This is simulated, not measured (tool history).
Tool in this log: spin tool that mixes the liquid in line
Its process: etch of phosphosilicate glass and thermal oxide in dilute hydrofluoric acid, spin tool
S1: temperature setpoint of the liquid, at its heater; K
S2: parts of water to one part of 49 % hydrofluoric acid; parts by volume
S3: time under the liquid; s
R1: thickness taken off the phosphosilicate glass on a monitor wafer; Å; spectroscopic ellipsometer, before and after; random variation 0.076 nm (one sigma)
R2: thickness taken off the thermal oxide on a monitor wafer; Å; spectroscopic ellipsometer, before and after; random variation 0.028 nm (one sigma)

Run 1, hour 0.0: S1 293.15 K, S2 245 parts by volume, S3 30 s. Result: R1 76.260 Å, R2 4.7549 Å.
Run 2, hour 4.0: S1 293.15 K, S2 245 parts by volume, S3 45 s. Result: R1 113.470 Å, R2 7.4112 Å.
Run 3, hour 7.0: S1 293.15 K, S2 295 parts by volume, S3 45 s. Result: R1 88.757 Å, R2 5.4430 Å.
Run 4, hour 14.6: S1 293.15 K, S2 345 parts by volume, S3 45 s. Result: R1 74.319 Å, R2 4.9169 Å.
Run 5, hour 21.4: S1 293.15 K, S2 345 parts by volume, S3 35 s. Result: R1 56.727 Å, R2 3.9787 Å.
Run 6, hour 22.8: S1 293.15 K, S2 315 parts by volume, S3 35 s. Result: R1 64.325 Å, R2 4.1063 Å.
Run 7, hour 24.0: S1 294.65 K, S2 315 parts by volume, S3 35 s. Result: R1 69.421 Å, R2 4.4386 Å.
Run 8, hour 25.6: S1 295.15 K, S2 315 parts by volume, S3 35 s. Result: R1 68.733 Å, R2 4.6021 Å.

Run 9 has not been measured yet. What should we expect?
At hour 31.5: hydrofluoric acid flow meter replaced.
Run 9, hour 31.5: S1 296.15 K, S2 310 parts by volume, S3 35 s. Result: R1 ?, R2 ?.

R1: 65.394 Å
R2: 4.4451 Å

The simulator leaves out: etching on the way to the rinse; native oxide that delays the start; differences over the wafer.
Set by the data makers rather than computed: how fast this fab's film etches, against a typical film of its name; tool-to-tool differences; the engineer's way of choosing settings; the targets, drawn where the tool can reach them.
